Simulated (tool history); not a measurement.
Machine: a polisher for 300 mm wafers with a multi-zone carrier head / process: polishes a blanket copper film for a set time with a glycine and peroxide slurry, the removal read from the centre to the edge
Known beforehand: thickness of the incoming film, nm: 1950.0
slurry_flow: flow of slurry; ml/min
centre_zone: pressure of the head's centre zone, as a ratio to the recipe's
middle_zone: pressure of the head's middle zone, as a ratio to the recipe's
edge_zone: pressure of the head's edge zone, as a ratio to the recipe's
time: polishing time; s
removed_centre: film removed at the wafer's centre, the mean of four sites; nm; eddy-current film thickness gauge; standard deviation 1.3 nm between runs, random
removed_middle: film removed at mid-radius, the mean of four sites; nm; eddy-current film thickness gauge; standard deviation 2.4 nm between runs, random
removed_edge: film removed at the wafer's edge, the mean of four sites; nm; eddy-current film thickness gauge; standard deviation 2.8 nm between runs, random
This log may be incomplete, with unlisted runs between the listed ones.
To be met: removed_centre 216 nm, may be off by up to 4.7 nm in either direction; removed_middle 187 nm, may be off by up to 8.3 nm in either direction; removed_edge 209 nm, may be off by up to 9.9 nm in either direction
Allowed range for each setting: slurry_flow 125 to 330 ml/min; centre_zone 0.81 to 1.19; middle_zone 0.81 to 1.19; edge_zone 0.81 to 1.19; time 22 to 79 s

run 1 hour=0 | slurry_flow=210 centre_zone=1 middle_zone=1 edge_zone=1 time=50 | removed_centre=283.78 removed_middle=288.03 removed_edge=292.09
run 2 hour=0.6 | slurry_flow=210 centre_zone=1 middle_zone=0.98 edge_zone=0.99 time=48 | removed_centre=270.91 removed_middle=271.73 removed_edge=271.84
run 3 hour=3.8 | slurry_flow=210 centre_zone=1 middle_zone=0.98 edge_zone=0.99 time=60 | removed_centre=338.6 removed_middle=338.78 removed_edge=336.74
run 4 hour=9.5 | slurry_flow=210 centre_zone=1 middle_zone=0.98 edge_zone=0.94 time=60 | removed_centre=343.51 removed_middle=340.96 removed_edge=333.59
run 5 hour=14.7 | slurry_flow=210 centre_zone=1 middle_zone=0.9 edge_zone=0.94 time=60 | removed_centre=337.84 removed_middle=316.17 removed_edge=343.32
run 6 hour=21.1 | slurry_flow=210 centre_zone=1 middle_zone=0.85 edge_zone=0.94 time=60 | removed_centre=340.23 removed_middle=302.47 removed_edge=340.19
run 7 hour=22.7 | slurry_flow=210 centre_zone=1 middle_zone=0.85 edge_zone=0.93 time=57 | removed_centre=322 removed_middle=286.42 removed_edge=320.54
run 8 hour=28 | slurry_flow=210 centre_zone=1 middle_zone=0.85 edge_zone=0.92 time=55 | removed_centre=313.59 removed_middle=269.78 removed_edge=302.81
run 9 hour=36.2 | slurry_flow=205 centre_zone=0.99 middle_zone=0.85 edge_zone=0.91 time=53 | removed_centre=294.97 removed_middle=258.44 removed_edge=281.71
run 10 hour=43.9 | slurry_flow=205 centre_zone=0.99 middle_zone=0.85 edge_zone=0.91 time=53 | removed_centre=295.63 removed_middle=261.13 removed_edge=291.75
run 11 hour=49.2 | slurry_flow=205 centre_zone=0.99 middle_zone=0.85 edge_zone=0.9 time=51 | removed_centre=282.45 removed_middle=254.54 removed_edge=273.22
run 12 hour=51.3 | slurry_flow=160 centre_zone=1.01 middle_zone=0.81 edge_zone=0.94 time=37 | removed_centre=201.57 removed_middle=163.32 removed_edge=198.32
run 13 hour=54.9 | slurry_flow=165 centre_zone=1.01 middle_zone=0.82 edge_zone=0.94 time=37 | removed_centre=202.74 removed_middle=171.83 removed_edge=195.08
run 14 hour=61 | slurry_flow=170 centre_zone=1.01 middle_zone=0.82 edge_zone=0.94 time=37 | removed_centre=205.27 removed_middle=171.38 removed_edge=201.16
run 15 hour=66.6 | slurry_flow=175 centre_zone=1.01 middle_zone=0.82 edge_zone=0.94 time=37 | removed_centre=204.38 removed_middle=173.31 removed_edge=203.27
run 16 hour=68.8 | slurry_flow=180 centre_zone=1.01 middle_zone=0.82 edge_zone=0.94 time=37 | removed_centre=205.49 removed_middle=169.39 removed_edge=206.2
run 17 hour=72.3 | slurry_flow=185 centre_zone=1.01 middle_zone=0.83 edge_zone=0.94 time=37 | removed_centre=207.89 removed_middle=177.94 removed_edge=204.36
run 18 hour=74.7 | slurry_flow=190 centre_zone=1.01 middle_zone=0.83 edge_zone=0.94 time=37 | removed_centre=208.24 removed_middle=183.35 removed_edge=204.1
run 19 hour=76.8 | slurry_flow=195 centre_zone=1.03 middle_zone=0.82 edge_zone=0.95 time=37 | removed_centre=212.8 removed_middle=175.5 removed_edge=208.72

4 next moves are on the table. One of them brings every result within its allowed miss. Which?
run A hour=78.9 | slurry_flow=245 centre_zone=0.95 middle_zone=0.9 edge_zone=0.93 time=37 | removed_centre=? removed_middle=? removed_edge=?
run B hour=78.9 | slurry_flow=210 centre_zone=0.97 middle_zone=0.93 edge_zone=0.94 time=38 | removed_centre=? removed_middle=? removed_edge=?
run C hour=78.9 | slurry_flow=125 centre_zone=1.09 middle_zone=0.81 edge_zone=0.85 time=39 | removed_centre=? removed_middle=? removed_edge=?
run D hour=78.9 | slurry_flow=235 centre_zone=1.03 middle_zone=0.87 edge_zone=0.99 time=36 | removed_centre=? removed_middle=? removed_edge=?

move=A removed_centre=202.95 removed_middle=201.65 removed_edge=205.39
move=B removed_centre=207.9 removed_middle=208.31 removed_edge=208.55
move=C removed_centre=211.97 removed_middle=171.01 removed_edge=189.32
move=D removed_centre=212.9 removed_middle=189.65 removed_edge=205.09
A: pushes the last run's worst result past its target
B: pushes the last run's worst result past its target
C: further off than the last run
D: every result lands within tolerance
The right move is D.
